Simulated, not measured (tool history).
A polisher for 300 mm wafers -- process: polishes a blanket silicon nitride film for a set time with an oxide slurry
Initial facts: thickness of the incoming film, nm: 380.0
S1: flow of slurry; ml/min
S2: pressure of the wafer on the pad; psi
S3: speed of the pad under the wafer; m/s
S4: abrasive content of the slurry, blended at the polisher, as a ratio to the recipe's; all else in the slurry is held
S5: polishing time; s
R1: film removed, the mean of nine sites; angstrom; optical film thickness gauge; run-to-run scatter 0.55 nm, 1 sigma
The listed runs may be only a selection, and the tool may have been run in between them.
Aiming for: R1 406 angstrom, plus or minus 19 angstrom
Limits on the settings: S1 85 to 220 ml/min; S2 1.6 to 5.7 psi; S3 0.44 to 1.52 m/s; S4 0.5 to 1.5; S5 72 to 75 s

| run | hour | S1 | S2 | S3 | S4 | S5 | R1 |
|---|---|---|---|---|---|---|---|
| 1 | 0 | 140 | 3.6 | 0.98 | 1 | 72 | 499.84 |
| 2 | 5.3 | 140 | 3.4 | 0.98 | 1 | 72 | 470.42 |
| 3 | 7 | 140 | 3.3 | 0.98 | 1 | 72 | 455.48 |
| 4 | 13.7 | 140 | 3.3 | 0.98 | 0.85 | 72 | 432.04 |
| 5 | 21.5 | 140 | 3.3 | 1.2 | 0.85 | 72 | 506.22 |
| 6 | 26.5 | 140 | 3.3 | 1.04 | 0.85 | 72 | 459.73 |
| 7 | 32 | 140 | 3.2 | 1.04 | 0.85 | 72 | 449.22 |
| 8 | 34.1 | 140 | 3.1 | 1.04 | 0.85 | 72 | 445.89 |
| 9 | 37.1 | 130 | 2.7 | 1.04 | 0.85 | 72 | 370.8 |
| 10 | 41.2 | 135 | 2.7 | 1.04 | 0.85 | 72 | 375.7 |

Exercise: of the 5 proposed moves below, exactly one satisfies all targets within the stated allowed misses. Which move is it?
| A | 45.3 | 125 | 3 | 0.92 | 0.75 | 72 | ? |
| B | 45.3 | 155 | 2.2 | 0.96 | 1.15 | 72 | ? |
| C | 45.3 | 115 | 2.9 | 1.02 | 0.9 | 74 | ? |
| D | 45.3 | 125 | 2.5 | 1.16 | 0.8 | 72 | ? |
| E | 45.3 | 150 | 2.5 | 1.08 | 0.8 | 72 | ? |

| move | R1 |
|---|---|
| A | 360.93 |
| B | 330.54 |
| C | 404.49 |
| D | 371.97 |
| E | 364.67 |
A: the biggest miss grows against the last run
B: the biggest miss grows against the last run
C: in spec on every target
D: the biggest miss grows against the last run
E: the biggest miss grows against the last run
The right move is C.
